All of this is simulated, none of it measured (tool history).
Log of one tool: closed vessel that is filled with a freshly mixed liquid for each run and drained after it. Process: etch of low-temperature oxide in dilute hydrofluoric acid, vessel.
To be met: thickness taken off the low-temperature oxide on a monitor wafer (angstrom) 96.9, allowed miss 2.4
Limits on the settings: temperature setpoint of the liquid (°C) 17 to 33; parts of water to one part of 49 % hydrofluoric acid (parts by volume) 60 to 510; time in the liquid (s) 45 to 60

run,hour,temperature setpoint of the liquid (°C),parts of water to one part of 49 % hydrofluoric acid (parts by volume),time in the liquid (s),thickness taken off the low-temperature oxide on a monitor wafer (angstrom)
1,0,25,285,60,28.718
2,1.1,25,285,60,28.574
3,4.8,25,285,60,28.556
4,12.6,25,285,60,28.859
5,19.8,25,360,60,20.945
# hour 24.6: hydrofluoric acid flow meter replaced
6,24.6,26,315,60,29.77
7,27.4,27,305,60,32.296
8,35.4,28,285,60,36.32
9,37.7,28.5,265,60,40.976

Which of these 5 next moves meets every target?
A,40,33,150,60,?
B,40,32.5,125,60,?
C,40,32,165,60,?
D,40,31,160,60,?
E,40,25.5,105,60,?

move,thickness taken off the low-temperature oxide on a monitor wafer (angstrom)
A,96.415
B,117.78
C,82.93
D,83.13
E,110.89
A: every result lands within tolerance
B: the result that was furthest off in the last run now lies on the other side of its target
C: better than the last run, though not everything is in spec
D: better than the last run, though not everything is in spec
E: the result that was furthest off in the last run now lies on the other side of its target
Answer: A
